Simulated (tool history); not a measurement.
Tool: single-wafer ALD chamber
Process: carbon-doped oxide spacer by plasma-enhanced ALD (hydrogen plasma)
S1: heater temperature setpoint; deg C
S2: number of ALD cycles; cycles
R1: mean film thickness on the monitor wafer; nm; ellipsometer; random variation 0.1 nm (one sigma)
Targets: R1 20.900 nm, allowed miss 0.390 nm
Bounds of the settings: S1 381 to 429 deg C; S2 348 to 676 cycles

Run 1, day 0.000: S1 405 deg C, S2 512 cycles. Result: R1 25.051 nm.
Run 2, day 0.196: S1 397 deg C, S2 512 cycles. Result: R1 25.270 nm.
Run 3, day 0.567: S1 406 deg C, S2 512 cycles. Result: R1 25.012 nm.
Run 4, day 0.812: S1 407 deg C, S2 485 cycles. Result: R1 23.836 nm.
Run 5, day 1.171: S1 407 deg C, S2 538 cycles. Result: R1 26.095 nm.
Run 6, day 1.242: S1 407 deg C, S2 568 cycles. Result: R1 27.808 nm.
Run 7, day 1.325: S1 408 deg C, S2 524 cycles. Result: R1 25.600 nm.
Run 8, day 1.704: S1 408 deg C, S2 491 cycles. Result: R1 23.804 nm.
Run 9, day 2.117: S1 409 deg C, S2 473 cycles. Result: R1 22.797 nm.
Run 10, day 2.212: S1 411 deg C, S2 463 cycles. Result: R1 22.383 nm.
Run 11, day 2.483: S1 412 deg C, S2 454 cycles. Result: R1 21.640 nm.
Run 12, day 2.842: S1 414 deg C, S2 452 cycles. Result: R1 21.585 nm.

5 next moves are on the table. One of them brings every result within its allowed miss. Which?
Run A, day 3.200: S1 409 deg C, S2 434 cycles. Result: R1 ?.
Run B, day 3.200: S1 424 deg C, S2 435 cycles. Result: R1 ?.
Run C, day 3.200: S1 418 deg C, S2 420 cycles. Result: R1 ?.
Run D, day 3.200: S1 411 deg C, S2 449 cycles. Result: R1 ?.
Run E, day 3.200: S1 411 deg C, S2 418 cycles. Result: R1 ?.

move      R1
   A  21.105
   B  20.294
   C  19.927
   D  21.717
   E  20.217
A: meets every target
B: takes the result that was furthest off past its target
C: takes the result that was furthest off past its target
D: further off than the last run
E: takes the result that was furthest off past its target
The right move is A.

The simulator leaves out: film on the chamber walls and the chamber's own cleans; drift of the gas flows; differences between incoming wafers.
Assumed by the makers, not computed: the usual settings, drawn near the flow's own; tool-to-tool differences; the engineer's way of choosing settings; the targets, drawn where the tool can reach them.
